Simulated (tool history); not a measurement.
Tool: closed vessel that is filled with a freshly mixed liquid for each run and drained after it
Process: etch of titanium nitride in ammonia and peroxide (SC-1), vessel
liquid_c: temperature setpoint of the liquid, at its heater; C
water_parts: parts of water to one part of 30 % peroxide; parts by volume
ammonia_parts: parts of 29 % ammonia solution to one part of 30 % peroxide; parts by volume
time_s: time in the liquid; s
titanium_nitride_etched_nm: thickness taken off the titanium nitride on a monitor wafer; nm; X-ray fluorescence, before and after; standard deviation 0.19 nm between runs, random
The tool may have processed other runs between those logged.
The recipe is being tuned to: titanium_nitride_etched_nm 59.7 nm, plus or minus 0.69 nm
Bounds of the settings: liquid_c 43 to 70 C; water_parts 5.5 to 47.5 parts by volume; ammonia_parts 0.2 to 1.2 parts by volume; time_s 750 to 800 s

run  hour  liquid_c  water_parts  ammonia_parts  time_s  titanium_nitride_etched_nm
  1     0        59         26.5           0.75     750                      29.031
  2   4.8        59         26.5           0.55     750                      27.324
  3   6.2        61           26           0.55     750                      31.696
  4  10.8      62.5         25.5           0.55     750                      35.265
       16  -- thermometer replaced
  5    16        64           25           0.55     750                      42.123
  6  19.8        64         32.5           0.55     750                      36.295
  7  24.1        65           32           0.55     750                      38.944
  8  33.2        66         31.5           0.55     750                      41.941
  9  36.1      66.5           31           0.55     750                      43.791
 10  42.9        67         30.5           0.55     750                       45.27
 11  44.7      67.5           30           0.55     750                      47.361
 12  46.8        68         29.5           0.55     750                      49.572
 13  54.9      68.5           29           0.55     750                      51.539
 14  57.3        69         28.5           0.55     750                      53.379
 15  64.7        69           28           0.55     750                      54.012
 16    66        69         27.5           0.55     750                      54.585
 17  69.1      69.5         26.5           0.55     750                      57.351

Which of these 5 next moves meets every target?
  A  72.2      69.5         26.5            0.5     790                           ?
  B  72.2        70           27            0.7     750                           ?
  C  72.2      66.5         18.5            0.4     790                           ?
  D  72.2      69.5           27           0.45     800                           ?
  E  72.2        66           20           0.65     780                           ?

move  titanium_nitride_etched_nm
   A                        59.6
   B                      61.505
   C                      57.995
   D                      58.533
   E                      58.124
A: hits every target within its allowed miss
B: takes the result that was furthest off past its target
C: better than the last run, though not everything is in spec
D: better than the last run, though not everything is in spec
E: better than the last run, though not everything is in spec
So the answer is move A, the one that meets all the targets.

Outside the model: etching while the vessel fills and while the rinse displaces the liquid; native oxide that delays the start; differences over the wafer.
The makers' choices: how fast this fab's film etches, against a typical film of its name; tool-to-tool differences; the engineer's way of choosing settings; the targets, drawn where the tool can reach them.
